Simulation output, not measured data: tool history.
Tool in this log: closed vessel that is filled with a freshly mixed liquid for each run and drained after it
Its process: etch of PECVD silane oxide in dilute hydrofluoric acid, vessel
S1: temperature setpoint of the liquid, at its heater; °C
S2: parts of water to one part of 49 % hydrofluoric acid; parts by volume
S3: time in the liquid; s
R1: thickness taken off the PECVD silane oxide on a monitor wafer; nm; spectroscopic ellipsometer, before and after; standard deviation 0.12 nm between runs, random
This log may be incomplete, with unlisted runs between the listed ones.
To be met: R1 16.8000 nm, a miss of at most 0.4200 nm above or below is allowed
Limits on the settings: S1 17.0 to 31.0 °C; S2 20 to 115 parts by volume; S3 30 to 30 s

run 1 hour=0.0 | S1=23.0 S2=65 S3=30 | R1=9.5509
run 2 hour=8.9 | S1=20.0 S2=65 S3=30 | R1=8.4507
run 3 hour=14.1 | S1=23.5 S2=60 S3=30 | R1=10.7310
run 4 hour=19.9 | S1=26.0 S2=55 S3=30 | R1=12.9240
run 5 hour=23.2 | S1=28.0 S2=55 S3=30 | R1=13.9820
run 6 hour=24.1 | S1=29.5 S2=55 S3=30 | R1=15.0750
run 7 hour=31.3 | S1=30.0 S2=55 S3=30 | R1=15.3660
run 8 hour=35.0 | S1=30.5 S2=55 S3=30 | R1=15.2900
run 9 hour=43.0 | S1=31.0 S2=50 S3=30 | R1=17.5380
run 10 hour=47.0 | S1=30.5 S2=50 S3=30 | R1=17.3190

4 candidate next runs follow, results not yet known. Just one meets every target within its allowed miss. Identify it.
run A hour=51.0 | S1=28.0 S2=50 S3=30 | R1=?
run B hour=51.0 | S1=31.0 S2=55 S3=30 | R1=?
run C hour=51.0 | S1=27.0 S2=45 S3=30 | R1=?
run D hour=51.0 | S1=25.5 S2=45 S3=30 | R1=?

move=A R1=15.6170
move=B R1=15.8950
move=C R1=16.7720
move=D R1=15.7640
A: takes the result that was furthest off past its target
B: takes the result that was furthest off past its target
C: all results land within tolerance of their targets
D: takes the result that was furthest off past its target
Go with C: it meets all targets.

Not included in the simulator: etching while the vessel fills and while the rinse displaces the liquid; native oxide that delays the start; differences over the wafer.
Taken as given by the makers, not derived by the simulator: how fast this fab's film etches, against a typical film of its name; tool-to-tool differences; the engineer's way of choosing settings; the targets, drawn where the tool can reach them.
